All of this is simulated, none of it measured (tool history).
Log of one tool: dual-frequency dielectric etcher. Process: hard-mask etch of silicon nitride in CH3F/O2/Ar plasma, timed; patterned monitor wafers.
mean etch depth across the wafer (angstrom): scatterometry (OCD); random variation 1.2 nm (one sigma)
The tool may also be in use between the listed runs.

run,day,source power (W),bias power (W),etch time (s),mean etch depth across the wafer (angstrom)
1,0,400,82,273,2036.5
2,0.025,390,81,273,1995.6
3,0.325,390,86,273,2057.9
4,0.35,380,85,273,2023.8
5,0.388,370,84,273,1990.5
6,0.475,360,83,273,1987.2

Expected results for the next run?
7,0.596,350,81,273,?

Run 7 gave mean etch depth across the wafer (angstrom) 1947.6.
